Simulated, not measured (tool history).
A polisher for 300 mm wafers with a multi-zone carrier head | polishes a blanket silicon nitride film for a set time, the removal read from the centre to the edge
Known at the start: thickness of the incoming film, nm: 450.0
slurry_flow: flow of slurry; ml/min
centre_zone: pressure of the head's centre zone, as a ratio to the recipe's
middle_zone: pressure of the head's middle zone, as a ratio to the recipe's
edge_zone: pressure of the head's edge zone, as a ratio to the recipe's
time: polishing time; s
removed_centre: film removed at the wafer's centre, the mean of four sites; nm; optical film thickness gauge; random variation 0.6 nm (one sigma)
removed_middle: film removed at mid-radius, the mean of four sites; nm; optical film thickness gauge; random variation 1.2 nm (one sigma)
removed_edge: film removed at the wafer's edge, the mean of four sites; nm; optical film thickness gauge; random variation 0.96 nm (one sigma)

run,hour,slurry_flow,centre_zone,middle_zone,edge_zone,time,removed_centre,removed_middle,removed_edge
1,0.0,245,1.00,1.00,1.00,76,158.89,159.85,156.10
2,7.9,245,0.93,1.00,1.00,76,149.42,163.84,159.22
3,14.4,240,0.96,0.97,0.96,64,128.17,136.18,129.32
4,18.1,235,0.99,0.92,0.94,56,114.52,109.80,111.40
5,26.9,235,0.99,0.92,0.94,74,153.65,146.01,149.37
6,27.7,235,0.99,0.92,0.94,65,133.24,126.07,130.05
7,33.7,235,0.99,0.92,0.94,65,132.18,128.03,129.47

Run 8 comes next. What will it give?
8,38.8,235,1.00,0.90,0.92,58,?,?,?

removed_centre: 120.11 nm
removed_middle: 110.84 nm
removed_edge: 113.18 nm

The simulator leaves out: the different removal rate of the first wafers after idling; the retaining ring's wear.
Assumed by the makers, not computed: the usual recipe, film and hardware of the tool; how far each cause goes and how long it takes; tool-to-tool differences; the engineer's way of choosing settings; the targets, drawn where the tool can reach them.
